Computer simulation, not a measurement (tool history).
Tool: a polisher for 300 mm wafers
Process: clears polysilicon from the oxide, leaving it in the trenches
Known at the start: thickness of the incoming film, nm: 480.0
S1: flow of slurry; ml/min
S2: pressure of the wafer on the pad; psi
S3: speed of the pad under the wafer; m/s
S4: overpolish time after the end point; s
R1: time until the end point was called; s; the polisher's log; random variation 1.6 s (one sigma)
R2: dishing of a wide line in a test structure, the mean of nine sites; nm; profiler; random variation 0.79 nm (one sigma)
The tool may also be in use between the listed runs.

Run 1, hour 0: S1 240 ml/min, S2 2.8 psi, S3 0.9 m/s, S4 16 s. Result: R1 44.158 s, R2 60.864 nm.
Run 2, hour 4.1: S1 185 ml/min, S2 2.8 psi, S3 0.9 m/s, S4 16 s. Result: R1 44.753 s, R2 62.419 nm.
Run 3, hour 11.5: S1 185 ml/min, S2 2.4 psi, S3 0.86 m/s, S4 16 s. Result: R1 54.118 s, R2 59.592 nm.
Run 4, hour 16.5: S1 230 ml/min, S2 2.4 psi, S3 0.86 m/s, S4 16 s. Result: R1 53.82 s, R2 57.929 nm.
Run 5, hour 25: S1 225 ml/min, S2 2.1 psi, S3 0.84 m/s, S4 17 s. Result: R1 61.354 s, R2 57.493 nm.
Run 6, hour 31.8: S1 225 ml/min, S2 2.1 psi, S3 0.84 m/s, S4 24 s. Result: R1 61.274 s, R2 63.329 nm.
Run 7, hour 32.7: S1 225 ml/min, S2 2.1 psi, S3 0.84 m/s, S4 24 s. Result: R1 64.334 s, R2 62.292 nm.
Run 8, hour 40.6: S1 225 ml/min, S2 2.1 psi, S3 0.84 m/s, S4 24 s. Result: R1 62.618 s, R2 63.461 nm.
Run 9, hour 47.5: S1 230 ml/min, S2 1.9 psi, S3 0.82 m/s, S4 23 s. Result: R1 71.326 s, R2 59.823 nm.

Run 10 comes next. What will it give?
Run 10, hour 51.2: S1 230 ml/min, S2 1.8 psi, S3 0.82 m/s, S4 22 s. Result: R1 ?, R2 ?.

{"run 10": {"R1": 73.051, "R2": 61.01}}
